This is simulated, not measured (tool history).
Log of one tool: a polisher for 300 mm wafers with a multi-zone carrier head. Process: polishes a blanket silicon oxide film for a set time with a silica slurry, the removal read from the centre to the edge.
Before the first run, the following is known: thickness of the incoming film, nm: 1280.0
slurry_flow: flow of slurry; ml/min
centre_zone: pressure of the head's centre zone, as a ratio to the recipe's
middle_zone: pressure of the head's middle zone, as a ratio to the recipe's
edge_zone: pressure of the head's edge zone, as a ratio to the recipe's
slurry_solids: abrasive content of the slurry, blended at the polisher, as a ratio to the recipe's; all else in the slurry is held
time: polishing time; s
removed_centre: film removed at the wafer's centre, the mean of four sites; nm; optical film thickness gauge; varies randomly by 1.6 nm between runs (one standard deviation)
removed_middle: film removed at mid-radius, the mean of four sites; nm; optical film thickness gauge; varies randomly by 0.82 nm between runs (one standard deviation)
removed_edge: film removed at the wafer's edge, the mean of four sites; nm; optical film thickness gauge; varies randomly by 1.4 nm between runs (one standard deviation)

run,hour,slurry_flow,centre_zone,middle_zone,edge_zone,slurry_solids,time,removed_centre,removed_middle,removed_edge
1,0,285,1,1,1,1,60,143.97,141.36,139.06
2,7,285,1,1,1,1,75,178.55,179.18,179.82
3,14.9,285,1,0.96,1,1,75,181,170.9,178.22
4,23.8,280,0.95,0.95,0.96,0.85,74,158.29,153.31,155.55
5,27.3,280,0.95,0.95,0.96,0.85,65,137.07,132.79,135.18
6,28.8,270,0.91,0.95,0.94,0.85,65,130.87,136.44,136.73
7,34.6,270,0.89,0.94,0.91,0.8,65,125.52,128.67,129.22

Expected results for the next run?
8,40.4,240,0.81,0.96,0.86,0.8,65,?,?,?

Run 8 gave removed_centre 113.25 nm, removed_middle 129.71 nm, removed_edge 122.52 nm.

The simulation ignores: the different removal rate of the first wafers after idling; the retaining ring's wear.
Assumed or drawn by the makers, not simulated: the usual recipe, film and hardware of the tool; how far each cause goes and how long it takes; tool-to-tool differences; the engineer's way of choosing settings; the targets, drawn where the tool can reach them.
